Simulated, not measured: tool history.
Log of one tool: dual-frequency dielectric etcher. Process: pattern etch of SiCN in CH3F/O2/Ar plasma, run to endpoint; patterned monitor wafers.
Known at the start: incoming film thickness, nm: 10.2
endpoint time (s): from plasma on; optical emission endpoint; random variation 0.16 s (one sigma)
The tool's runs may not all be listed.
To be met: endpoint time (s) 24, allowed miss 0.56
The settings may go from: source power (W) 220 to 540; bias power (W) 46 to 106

run    day  source power (W)  bias power (W)  endpoint time (s)
  1      0               380              76             25.841
  2    0.3               380              65              27.66
  3  0.367               320              65             30.148
  4  0.633               370              66             28.101
  5    0.9               410              67              26.13
  6  1.208               430              68             25.662
  7    1.4               450              69             25.337
      1.55  -- wet clean of the chamber
  8   1.55               470              70             25.596
  9  1.771               510              85             22.809
 10  1.917               490              84             23.449

Which of these 4 next moves meets every target?
  A  2.062               460              97                  ?
  B  2.062               490              79                  ?
  C  2.062               520              92                  ?
  D  2.062               500              89                  ?

move  endpoint time (s)
   A             22.717
   B             23.982
   C             22.046
   D             22.701
A: further off than the last run
B: meets every target
C: further off than the last run
D: further off than the last run
Answer: B

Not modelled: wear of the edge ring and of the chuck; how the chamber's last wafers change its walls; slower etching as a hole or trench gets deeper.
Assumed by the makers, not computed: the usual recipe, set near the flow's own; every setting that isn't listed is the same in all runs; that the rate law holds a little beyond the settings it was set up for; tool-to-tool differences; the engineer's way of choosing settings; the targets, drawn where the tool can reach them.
